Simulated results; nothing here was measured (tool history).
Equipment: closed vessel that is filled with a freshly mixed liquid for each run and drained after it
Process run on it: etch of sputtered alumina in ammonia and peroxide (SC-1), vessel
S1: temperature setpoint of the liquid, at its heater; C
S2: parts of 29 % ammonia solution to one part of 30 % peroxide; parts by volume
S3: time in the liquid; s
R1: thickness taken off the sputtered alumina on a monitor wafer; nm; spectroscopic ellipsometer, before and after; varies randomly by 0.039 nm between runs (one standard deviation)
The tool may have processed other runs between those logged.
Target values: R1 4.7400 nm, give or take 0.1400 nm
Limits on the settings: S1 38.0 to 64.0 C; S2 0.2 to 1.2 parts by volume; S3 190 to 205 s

run 1 hour=0.0 | S1=48.0 S2=0.8 S3=190 | R1=6.0578
run 2 hour=8.8 | S1=43.0 S2=0.8 S3=190 | R1=4.5208
run 3 hour=16.3 | S1=38.0 S2=0.8 S3=190 | R1=3.4647
run 4 hour=25.2 | S1=38.0 S2=0.8 S3=190 | R1=3.4305
run 5 hour=28.4 | S1=39.5 S2=0.8 S3=190 | R1=3.7861
run 6 hour=31.2 | S1=38.0 S2=0.8 S3=190 | R1=3.3862
run 7 hour=39.3 | S1=39.5 S2=0.8 S3=190 | R1=3.7297
run 8 hour=45.9 | S1=41.0 S2=0.8 S3=190 | R1=4.1102
run 9 hour=48.5 | S1=41.5 S2=0.8 S3=190 | R1=4.1749

Which one of the following 4 next-run settings gets every result inside its allowed miss? There is exactly one.
run A hour=51.1 | S1=44.0 S2=0.7 S3=190 | R1=?
run B hour=51.1 | S1=43.0 S2=0.8 S3=205 | R1=?
run C hour=51.1 | S1=45.0 S2=0.7 S3=190 | R1=?
run D hour=51.1 | S1=39.5 S2=0.9 S3=190 | R1=?

move=A R1=4.7788
move=B R1=4.9302
move=C R1=5.0599
move=D R1=3.7659
A: hits every target within its allowed miss
B: carries the result that was furthest off beyond its target, to the other side
C: carries the result that was furthest off beyond its target, to the other side
D: lands further from the targets than the last run did
Answer: A
